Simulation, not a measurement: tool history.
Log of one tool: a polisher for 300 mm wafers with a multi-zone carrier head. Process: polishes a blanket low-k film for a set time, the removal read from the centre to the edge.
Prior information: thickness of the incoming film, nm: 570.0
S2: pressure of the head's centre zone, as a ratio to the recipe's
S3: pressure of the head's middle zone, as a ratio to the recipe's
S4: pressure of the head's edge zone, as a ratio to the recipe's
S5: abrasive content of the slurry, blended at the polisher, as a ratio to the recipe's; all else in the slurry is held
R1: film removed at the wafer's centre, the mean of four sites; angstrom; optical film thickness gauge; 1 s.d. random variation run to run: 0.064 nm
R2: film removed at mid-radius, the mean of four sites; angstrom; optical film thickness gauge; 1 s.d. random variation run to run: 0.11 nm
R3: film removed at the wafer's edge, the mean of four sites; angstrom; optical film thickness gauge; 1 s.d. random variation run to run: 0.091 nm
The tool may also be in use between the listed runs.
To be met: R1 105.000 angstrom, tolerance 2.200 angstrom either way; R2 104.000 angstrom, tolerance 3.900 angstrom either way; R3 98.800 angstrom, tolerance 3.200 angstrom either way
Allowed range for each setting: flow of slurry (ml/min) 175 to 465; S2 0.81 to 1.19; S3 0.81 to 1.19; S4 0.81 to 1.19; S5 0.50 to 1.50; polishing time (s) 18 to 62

run 1 hour=0.0 | flow_of_slurry_(ml/min)=295 S2=1.00 S3=1.00 S4=1.00 S5=1.00 polishing_time_(s)=40 | R1=94.946 R2=95.450 R3=94.531
run 2 hour=5.5 | flow_of_slurry_(ml/min)=295 S2=1.00 S3=1.00 S4=0.96 S5=1.00 polishing_time_(s)=40 | R1=96.224 R2=96.113 R3=92.789
run 3 hour=10.5 | flow_of_slurry_(ml/min)=310 S2=1.01 S3=1.01 S4=0.97 S5=1.00 polishing_time_(s)=40 | R1=97.227 R2=97.099 R3=94.152
run 4 hour=14.6 | flow_of_slurry_(ml/min)=310 S2=1.01 S3=1.01 S4=0.97 S5=1.00 polishing_time_(s)=36 | R1=88.329 R2=87.282 R3=84.877
run 5 hour=19.8 | flow_of_slurry_(ml/min)=310 S2=1.01 S3=0.98 S4=0.97 S5=1.00 polishing_time_(s)=36 | R1=86.267 R2=83.731 R3=84.460
run 6 hour=22.2 | flow_of_slurry_(ml/min)=310 S2=1.01 S3=0.98 S4=0.89 S5=1.00 polishing_time_(s)=36 | R1=87.592 R2=84.009 R3=80.177
run 7 hour=23.2 | flow_of_slurry_(ml/min)=310 S2=1.01 S3=0.98 S4=0.89 S5=1.00 polishing_time_(s)=36 | R1=87.347 R2=84.455 R3=81.356
run 8 hour=25.3 | flow_of_slurry_(ml/min)=320 S2=1.03 S3=1.01 S4=0.94 S5=1.00 polishing_time_(s)=36 | R1=89.492 R2=88.379 R3=84.156
run 9 hour=27.6 | flow_of_slurry_(ml/min)=385 S2=1.13 S3=1.10 S4=1.04 S5=1.10 polishing_time_(s)=36 | R1=105.480 R2=100.610 R3=94.652
run 10 hour=36.2 | flow_of_slurry_(ml/min)=390 S2=1.13 S3=1.10 S4=1.05 S5=1.10 polishing_time_(s)=36 | R1=106.710 R2=101.450 R3=95.682
run 11 hour=42.5 | flow_of_slurry_(ml/min)=390 S2=1.13 S3=1.10 S4=1.05 S5=1.10 polishing_time_(s)=36 | R1=106.910 R2=100.810 R3=94.242
run 12 hour=48.0 | flow_of_slurry_(ml/min)=385 S2=1.12 S3=1.11 S4=1.07 S5=1.10 polishing_time_(s)=36 | R1=104.910 R2=100.940 R3=96.339

Exercise: of the 5 proposed moves below, exactly one satisfies all targets within the stated allowed misses. Which move is it?
run A hour=53.5 | flow_of_slurry_(ml/min)=370 S2=1.11 S3=1.06 S4=1.11 S5=1.10 polishing_time_(s)=36 | R1=? R2=? R3=?
run B hour=53.5 | flow_of_slurry_(ml/min)=415 S2=1.14 S3=1.03 S4=1.05 S5=0.90 polishing_time_(s)=41 | R1=? R2=? R3=?
run C hour=53.5 | flow_of_slurry_(ml/min)=405 S2=1.08 S3=1.07 S4=1.19 S5=1.10 polishing_time_(s)=36 | R1=? R2=? R3=?
run D hour=53.5 | flow_of_slurry_(ml/min)=340 S2=1.07 S3=1.08 S4=1.02 S5=0.85 polishing_time_(s)=46 | R1=? R2=? R3=?
run E hour=53.5 | flow_of_slurry_(ml/min)=410 S2=1.12 S3=1.13 S4=1.04 S5=1.10 polishing_time_(s)=35 | R1=? R2=? R3=?

move=A R1=104.640 R2=97.733 R3=97.866
move=B R1=107.560 R2=95.376 R3=95.041
move=C R1=102.540 R2=99.174 R3=101.950
move=D R1=106.310 R2=104.790 R3=99.103
move=E R1=103.550 R2=101.120 R3=92.541
A: moves away from the targets compared with the last run
B: moves away from the targets compared with the last run
C: moves away from the targets compared with the last run
D: in spec on every target
E: the worst result of the last run now meets its target, but another is out of spec
The move that meets every target is D.
